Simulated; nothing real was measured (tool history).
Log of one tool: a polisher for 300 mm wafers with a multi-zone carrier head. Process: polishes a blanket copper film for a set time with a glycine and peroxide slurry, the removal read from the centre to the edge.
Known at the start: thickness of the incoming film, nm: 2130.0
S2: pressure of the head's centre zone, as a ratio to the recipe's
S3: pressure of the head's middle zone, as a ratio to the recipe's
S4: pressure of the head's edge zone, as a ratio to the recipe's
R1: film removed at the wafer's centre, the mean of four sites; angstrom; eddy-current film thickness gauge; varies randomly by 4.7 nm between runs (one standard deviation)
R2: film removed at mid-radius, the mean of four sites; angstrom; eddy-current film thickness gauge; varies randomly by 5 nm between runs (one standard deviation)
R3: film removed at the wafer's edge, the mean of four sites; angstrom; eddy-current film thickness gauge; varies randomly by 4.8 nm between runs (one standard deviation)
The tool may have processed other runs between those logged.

run 1 hour=0 | flow_of_slurry_(ml/min)=140 S2=1 S3=1 S4=1 polishing_time_(s)=80 | R1=3166.1 R2=3081.9 R3=3294.6
run 2 hour=2.1 | flow_of_slurry_(ml/min)=150 S2=1.01 S3=1 S4=1.03 polishing_time_(s)=82 | R1=3365.2 R2=3205 R3=3430.7
run 3 hour=8 | flow_of_slurry_(ml/min)=150 S2=1.01 S3=0.92 S4=1.03 polishing_time_(s)=82 | R1=3353.2 R2=3054 R3=3507.4
run 4 hour=12 | flow_of_slurry_(ml/min)=150 S2=1.01 S3=0.92 S4=1.03 polishing_time_(s)=66 | R1=2706.4 R2=2396.2 R3=2801.4
-- hour=15.5 edge zone pressure recalibrated
run 5 hour=15.5 | flow_of_slurry_(ml/min)=150 S2=1.01 S3=0.93 S4=1.04 polishing_time_(s)=71 | R1=2935.4 R2=2628.7 R3=2920.9
run 6 hour=17.7 | flow_of_slurry_(ml/min)=150 S2=1.01 S3=0.93 S4=1.04 polishing_time_(s)=55 | R1=2276.1 R2=2086.5 R3=2212.5

For run 7, what comes out?
run 7 hour=22.3 | flow_of_slurry_(ml/min)=155 S2=1.01 S3=0.94 S4=1.04 polishing_time_(s)=62 | R1=? R2=? R3=?

R1: 2497.9 angstrom
R2: 2359.2 angstrom
R3: 2516.1 angstrom

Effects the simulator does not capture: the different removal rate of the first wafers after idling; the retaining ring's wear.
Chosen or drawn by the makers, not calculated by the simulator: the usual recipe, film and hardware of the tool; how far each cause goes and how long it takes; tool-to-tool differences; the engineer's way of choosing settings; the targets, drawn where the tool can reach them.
